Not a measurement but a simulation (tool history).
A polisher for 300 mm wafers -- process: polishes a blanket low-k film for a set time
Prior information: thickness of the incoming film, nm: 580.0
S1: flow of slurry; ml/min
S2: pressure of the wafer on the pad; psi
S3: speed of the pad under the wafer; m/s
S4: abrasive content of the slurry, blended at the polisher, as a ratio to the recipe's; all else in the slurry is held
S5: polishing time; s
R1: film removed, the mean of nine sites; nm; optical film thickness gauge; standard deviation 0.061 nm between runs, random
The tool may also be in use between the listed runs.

{"run": 1, "hour": 0.0, "S1": 170, "S2": 2.0, "S3": 0.92, "S4": 1.0, "S5": 33, "R1": 12.052}
{"run": 2, "hour": 5.7, "S1": 170, "S2": 1.7, "S3": 0.84, "S4": 1.0, "S5": 33, "R1": 9.6735}
{"run": 3, "hour": 12.5, "S1": 170, "S2": 1.7, "S3": 0.84, "S4": 1.0, "S5": 33, "R1": 9.7879}
{"run": 4, "hour": 13.7, "S1": 170, "S2": 1.7, "S3": 0.84, "S4": 1.0, "S5": 33, "R1": 9.8903}
{"run": 5, "hour": 21.4, "S1": 200, "S2": 1.7, "S3": 0.84, "S4": 1.0, "S5": 33, "R1": 9.8868}
{"run": 6, "hour": 24.1, "S1": 200, "S2": 1.5, "S3": 0.78, "S4": 1.0, "S5": 33, "R1": 8.3656}
{"run": 7, "hour": 29.4, "S1": 200, "S2": 1.3, "S3": 0.74, "S4": 1.0, "S5": 33, "R1": 7.2852}

Run 8 has not been measured yet. What should we expect?
{"run": 8, "hour": 32.8, "S1": 200, "S2": 1.2, "S3": 0.72, "S4": 1.0, "S5": 33, "R1": "?"}

{"run 8": {"R1": 6.6292}}

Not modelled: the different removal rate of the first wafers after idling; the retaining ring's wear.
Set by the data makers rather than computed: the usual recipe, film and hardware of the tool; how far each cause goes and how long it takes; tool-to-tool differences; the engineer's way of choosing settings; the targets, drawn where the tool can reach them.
